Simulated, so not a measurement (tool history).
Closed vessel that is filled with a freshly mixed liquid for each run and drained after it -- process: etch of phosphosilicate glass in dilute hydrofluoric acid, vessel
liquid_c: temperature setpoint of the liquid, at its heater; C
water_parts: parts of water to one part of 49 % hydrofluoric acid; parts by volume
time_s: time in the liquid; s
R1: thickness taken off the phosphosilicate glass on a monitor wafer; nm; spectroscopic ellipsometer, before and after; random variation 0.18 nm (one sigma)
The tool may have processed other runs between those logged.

Run 1, day 0.000: liquid_c 23.0 C, water_parts 100 parts by volume, time_s 30 s. Result: R1 16.800 nm.
Run 2, day 0.362: liquid_c 23.0 C, water_parts 115 parts by volume, time_s 30 s. Result: R1 14.355 nm.
Run 3, day 0.521: liquid_c 25.5 C, water_parts 85 parts by volume, time_s 30 s. Result: R1 22.374 nm.
Run 4, day 0.875: liquid_c 25.5 C, water_parts 85 parts by volume, time_s 30 s. Result: R1 22.314 nm.
Run 5, day 1.200: liquid_c 25.5 C, water_parts 65 parts by volume, time_s 30 s. Result: R1 30.093 nm.
Run 6, day 1.417: liquid_c 25.5 C, water_parts 65 parts by volume, time_s 30 s. Result: R1 30.052 nm.

Expected results for the next run?
Run 7, day 1.762: liquid_c 29.5 C, water_parts 30 parts by volume, time_s 30 s. Result: R1 ?.

R1: 81.047 nm
